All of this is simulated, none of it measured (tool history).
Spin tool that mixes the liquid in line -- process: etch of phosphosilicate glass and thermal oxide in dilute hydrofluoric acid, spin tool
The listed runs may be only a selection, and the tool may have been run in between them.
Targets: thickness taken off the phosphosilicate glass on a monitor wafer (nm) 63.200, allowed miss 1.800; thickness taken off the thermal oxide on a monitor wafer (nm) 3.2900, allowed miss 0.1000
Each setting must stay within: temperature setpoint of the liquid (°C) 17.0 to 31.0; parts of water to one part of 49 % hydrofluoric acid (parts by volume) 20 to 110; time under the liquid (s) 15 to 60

run,day,temperature setpoint of the liquid (°C),parts of water to one part of 49 % hydrofluoric acid (parts by volume),time under the liquid (s),thickness taken off the phosphosilicate glass on a monitor wafer (nm),thickness taken off the thermal oxide on a monitor wafer (nm)
1,0.000,23.0,60,30,47.332,2.5006
2,0.250,21.0,60,30,43.387,2.2161
3,0.579,21.0,60,35,50.202,2.6464
4,0.629,23.0,60,35,56.160,2.8908
5,0.962,20.5,60,35,49.717,2.5817
6,1.046,22.5,60,35,54.148,2.8110
7,1.200,22.5,60,35,54.175,2.8308
8,1.408,23.5,60,35,56.523,2.9616
9,1.567,24.0,60,35,57.521,3.0254
10,1.842,24.0,60,35,56.887,3.0212
11,1.867,24.5,60,35,58.381,3.0985

Of the 5 settings listed for the next run, only one would bring every result within its allowed miss of target. Which one?
A,1.892,26.0,55,35,?,?
B,1.892,19.5,55,40,?,?
C,1.892,28.0,60,35,?,?
D,1.892,27.0,45,25,?,?
E,1.892,31.0,105,60,?,?

move,thickness taken off the phosphosilicate glass on a monitor wafer (nm),thickness taken off the thermal oxide on a monitor wafer (nm)
A,68.385,3.5374
B,59.712,3.0888
C,67.419,3.4875
D,63.042,3.2610
E,69.431,3.5915
A: pushes the last run's worst result past its target
B: closer than the last run, but not yet in spec
C: pushes the last run's worst result past its target
D: all results land within tolerance of their targets
E: pushes the last run's worst result past its target
Correct choice: D, which meets every target
